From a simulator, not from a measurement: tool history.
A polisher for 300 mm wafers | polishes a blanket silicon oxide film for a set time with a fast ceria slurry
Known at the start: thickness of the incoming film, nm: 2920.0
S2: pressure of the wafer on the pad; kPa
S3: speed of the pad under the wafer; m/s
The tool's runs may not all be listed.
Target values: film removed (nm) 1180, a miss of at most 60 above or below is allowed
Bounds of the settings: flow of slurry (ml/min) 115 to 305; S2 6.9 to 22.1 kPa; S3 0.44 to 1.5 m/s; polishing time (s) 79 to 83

{"run": 1, "hour": 0.0, "flow of slurry (ml/min)": 195, "S2": 14.5, "S3": 0.96, "polishing time (s)": 79, "film removed (nm)": 819.02}
{"run": 2, "hour": 3.9, "flow of slurry (ml/min)": 195, "S2": 14.5, "S3": 0.96, "polishing time (s)": 83, "film removed (nm)": 858.04}
{"run": 3, "hour": 8.2, "flow of slurry (ml/min)": 195, "S2": 14.5, "S3": 1.1, "polishing time (s)": 83, "film removed (nm)": 948.92}
{"run": 4, "hour": 16.8, "flow of slurry (ml/min)": 195, "S2": 15.2, "S3": 1.1, "polishing time (s)": 83, "film removed (nm)": 987.84}
{"run": 5, "hour": 25.2, "flow of slurry (ml/min)": 195, "S2": 15.2, "S3": 0.86, "polishing time (s)": 83, "film removed (nm)": 798.72}
{"run": 6, "hour": 34.1, "flow of slurry (ml/min)": 235, "S2": 15.2, "S3": 0.86, "polishing time (s)": 83, "film removed (nm)": 840.81}
{"run": 7, "hour": 35.5, "flow of slurry (ml/min)": 235, "S2": 16.5, "S3": 0.88, "polishing time (s)": 83, "film removed (nm)": 912.55}
{"run": 8, "hour": 39.3, "flow of slurry (ml/min)": 235, "S2": 17.9, "S3": 0.9, "polishing time (s)": 83, "film removed (nm)": 988.17}
{"run": 9, "hour": 42.6, "flow of slurry (ml/min)": 235, "S2": 18.6, "S3": 0.92, "polishing time (s)": 83, "film removed (nm)": 1065.7}

5 candidate next runs follow, results not yet known. Just one meets every target within its allowed miss. Identify it.
{"run": "A", "hour": 45.9, "flow of slurry (ml/min)": 230, "S2": 17.9, "S3": 0.9, "polishing time (s)": 80, "film removed (nm)": "?"}
{"run": "B", "hour": 45.9, "flow of slurry (ml/min)": 240, "S2": 20.7, "S3": 1.04, "polishing time (s)": 83, "film removed (nm)": "?"}
{"run": "C", "hour": 45.9, "flow of slurry (ml/min)": 215, "S2": 18.6, "S3": 1.04, "polishing time (s)": 83, "film removed (nm)": "?"}
{"run": "D", "hour": 45.9, "flow of slurry (ml/min)": 305, "S2": 18.6, "S3": 0.82, "polishing time (s)": 81, "film removed (nm)": "?"}
{"run": "E", "hour": 45.9, "flow of slurry (ml/min)": 240, "S2": 17.2, "S3": 0.94, "polishing time (s)": 83, "film removed (nm)": "?"}

move=A film_removed_(nm)=949.22
move=B film_removed_(nm)=1273.9
move=C film_removed_(nm)=1133.4
move=D film_removed_(nm)=957.8
move=E film_removed_(nm)=985.15
A: misses by more than the last run did
B: takes the biggest miss from the last run beyond its target
C: every result within its allowed miss
D: misses by more than the last run did
E: misses by more than the last run did
The move that meets every target is C.
